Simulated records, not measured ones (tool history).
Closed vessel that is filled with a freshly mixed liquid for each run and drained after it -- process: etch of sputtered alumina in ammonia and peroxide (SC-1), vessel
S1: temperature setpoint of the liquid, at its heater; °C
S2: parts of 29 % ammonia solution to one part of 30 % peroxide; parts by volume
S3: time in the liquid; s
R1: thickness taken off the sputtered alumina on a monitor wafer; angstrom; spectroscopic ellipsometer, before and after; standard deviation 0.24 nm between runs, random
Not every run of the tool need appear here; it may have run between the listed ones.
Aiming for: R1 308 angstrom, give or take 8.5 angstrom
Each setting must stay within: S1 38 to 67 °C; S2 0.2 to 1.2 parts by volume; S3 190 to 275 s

run,hour,S1,S2,S3,R1
1,0,51,0.85,275,186.91
2,1.5,55.5,0.85,275,236.42
3,10.3,52,0.85,275,196.66
4,17.5,54.5,0.85,275,225.1
5,21.2,50,0.85,275,174.91
6,29.3,50,0.85,275,177.16
7,35.1,53,0.85,275,208.04
8,42.5,55,0.85,275,230.6
9,44.6,56.5,0.85,275,250.48
10,45.8,57.5,0.85,275,266.02
11,47.8,58,0.85,275,276.22
12,55.8,58.5,0.85,275,278.94
13,59.7,59,0.85,275,288.94
14,65.9,59.5,0.85,275,288.09
15,70.2,59.5,0.85,275,293.18
16,77.9,59.5,0.85,275,292.6

Exactly one of the 4 candidate moves below puts every result within its allowed miss. Which one?
A,85.6,67,0.55,190,?
B,85.6,61,0.65,275,?
C,85.6,59,0.85,275,?
D,85.6,59,0.75,275,?

move,R1
A,283.52
B,308.89
C,285.92
D,282.55
A: the biggest miss grows against the last run
B: meets every target
C: the biggest miss grows against the last run
D: the biggest miss grows against the last run
Move B is the one to make.
